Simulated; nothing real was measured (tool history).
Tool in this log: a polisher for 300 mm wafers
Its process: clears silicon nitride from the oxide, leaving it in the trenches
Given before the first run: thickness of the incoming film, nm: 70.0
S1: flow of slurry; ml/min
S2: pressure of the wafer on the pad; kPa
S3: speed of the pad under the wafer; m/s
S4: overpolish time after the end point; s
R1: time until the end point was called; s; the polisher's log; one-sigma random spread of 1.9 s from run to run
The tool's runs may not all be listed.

| run | hour | S1 | S2 | S3 | S4 | R1 |
|---|---|---|---|---|---|---|
| 1 | 0 | 290 | 11 | 1.02 | 17 | 156.27 |
| 2 | 2.9 | 290 | 10.3 | 1.02 | 17 | 169.57 |
| 3 | 3.7 | 290 | 10.3 | 1.24 | 17 | 143.99 |
| 4 | 11.6 | 290 | 9 | 1.24 | 17 | 166.9 |
| 5 | 16 | 290 | 9 | 1.24 | 17 | 165.29 |
| 6 | 23.9 | 290 | 9 | 1.24 | 17 | 165.34 |
| 7 | 31.5 | 290 | 7.6 | 1.24 | 17 | 192.81 |

Estimate the outcome of run 8 from the log above:
| 8 | 33.3 | 290 | 6.9 | 1.24 | 17 | ? |

{"run 8": {"R1": 207.13}}
